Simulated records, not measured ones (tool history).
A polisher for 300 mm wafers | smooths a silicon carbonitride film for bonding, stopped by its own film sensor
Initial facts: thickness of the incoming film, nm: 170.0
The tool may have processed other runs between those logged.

run  hour  flow of slurry (ml/min)  pressure of the wafer on the pad (psi)  speed of the pad under the wafer (m/s)  abrasive content of the slurry  target thickness at which the film sensor stops the polish (nm)  time until the film sensor stopped the polish (s)
  1   0.0                      270                                     2.3                                    0.96                             1.0                                                              155                                             52.671
  2   7.7                      270                                     1.9                                    0.96                             1.0                                                              155                                             63.580
  3  11.6                      245                                     1.9                                    0.96                             1.0                                                              155                                             64.635
  4  20.3                      245                                     2.2                                    0.98                             1.0                                                              155                                             53.777
  5  25.9                      245                                     2.4                                    1.00                             1.0                                                              155                                             49.832
  6  33.4                      245                                     2.0                                    1.00                             1.0                                                              155                                             59.668
  7  41.4                      245                                     2.3                                    1.02                             1.0                                                              155                                             50.467

What will run 8 give?
  8  47.2                      245                                     2.9                                    1.08                             1.0                                                              155                                                  ?

Logged for run 8: time until the film sensor stopped the polish (s) 39.410.
